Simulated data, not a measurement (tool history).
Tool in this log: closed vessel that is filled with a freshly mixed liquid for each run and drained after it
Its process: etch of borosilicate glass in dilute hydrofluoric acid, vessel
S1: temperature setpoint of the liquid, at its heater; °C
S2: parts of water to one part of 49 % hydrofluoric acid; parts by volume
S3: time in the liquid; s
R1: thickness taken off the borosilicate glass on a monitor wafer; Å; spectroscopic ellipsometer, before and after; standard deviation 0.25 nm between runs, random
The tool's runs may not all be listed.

run	hour	S1	S2	S3	R1
1	0.0	21.0	85	85	314.30
2	2.6	21.0	85	90	328.97
3	4.8	21.5	85	90	342.68
4	7.6	22.0	85	90	347.38
5	15.8	22.5	85	90	353.66
6	17.0	22.5	85	85	333.11

Estimate the outcome of run 7 from the log above:
7	23.8	23.0	85	85	?

R1: 342.12 Å
